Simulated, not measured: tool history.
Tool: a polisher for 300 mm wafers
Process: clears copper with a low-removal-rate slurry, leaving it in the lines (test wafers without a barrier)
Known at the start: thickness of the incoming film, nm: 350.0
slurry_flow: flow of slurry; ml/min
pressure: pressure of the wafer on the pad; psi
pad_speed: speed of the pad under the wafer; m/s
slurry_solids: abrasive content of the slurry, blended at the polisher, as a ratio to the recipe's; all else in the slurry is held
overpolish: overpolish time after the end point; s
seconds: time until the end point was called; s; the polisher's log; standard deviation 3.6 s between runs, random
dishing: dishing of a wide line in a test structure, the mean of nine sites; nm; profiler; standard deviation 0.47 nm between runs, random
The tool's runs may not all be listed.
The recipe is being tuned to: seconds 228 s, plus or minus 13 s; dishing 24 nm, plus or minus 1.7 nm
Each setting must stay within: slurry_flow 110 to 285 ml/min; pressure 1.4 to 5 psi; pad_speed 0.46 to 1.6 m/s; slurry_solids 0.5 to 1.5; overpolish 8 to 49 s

run 1 day=0 | slurry_flow=180 pressure=3.2 pad_speed=1.02 slurry_solids=1 overpolish=25 | seconds=114.89 dishing=44.1
run 2 day=0.062 | slurry_flow=180 pressure=3.2 pad_speed=1.2 slurry_solids=1 overpolish=25 | seconds=105.97 dishing=47.637
run 3 day=0.346 | slurry_flow=180 pressure=3.2 pad_speed=1.02 slurry_solids=1 overpolish=25 | seconds=116.67 dishing=42.882
run 4 day=0.404 | slurry_flow=180 pressure=2.7 pad_speed=0.98 slurry_solids=1 overpolish=25 | seconds=144.52 dishing=35.804
run 5 day=0.483 | slurry_flow=180 pressure=2.7 pad_speed=0.98 slurry_solids=1 overpolish=34 | seconds=140.52 dishing=47.411
run 6 day=0.588 | slurry_flow=180 pressure=2.7 pad_speed=0.72 slurry_solids=1 overpolish=34 | seconds=174.42 dishing=39.804
run 7 day=0.95 | slurry_flow=180 pressure=2.5 pad_speed=0.72 slurry_solids=1 overpolish=32 | seconds=190.42 dishing=35.468
run 8 day=0.983 | slurry_flow=180 pressure=2 pad_speed=0.7 slurry_solids=1 overpolish=22 | seconds=243.37 dishing=20.535

Exercise: of the 5 proposed moves below, exactly one satisfies all targets within the stated allowed misses. Which move is it?
run A day=1.017 | slurry_flow=185 pressure=2 pad_speed=0.68 slurry_solids=1.15 overpolish=20 | seconds=? dishing=?
run B day=1.017 | slurry_flow=140 pressure=2.6 pad_speed=0.54 slurry_solids=0.95 overpolish=25 | seconds=? dishing=?
run C day=1.017 | slurry_flow=175 pressure=1.6 pad_speed=0.76 slurry_solids=1.1 overpolish=30 | seconds=? dishing=?
run D day=1.017 | slurry_flow=190 pressure=2.5 pad_speed=0.46 slurry_solids=0.8 overpolish=23 | seconds=? dishing=?
run E day=1.017 | slurry_flow=180 pressure=2 pad_speed=0.78 slurry_solids=0.95 overpolish=16 | seconds=? dishing=?

move=A seconds=235.19 dishing=20.152
move=B seconds=232.72 dishing=25.048
move=C seconds=272.7 dishing=25.048
move=D seconds=274.8 dishing=20.006
move=E seconds=227.7 dishing=16.948
A: the biggest miss grows against the last run
B: in spec on every target
C: corrects the largest miss of the last run, while another result sits out of spec
D: the biggest miss grows against the last run
E: the biggest miss grows against the last run
The right move is B.
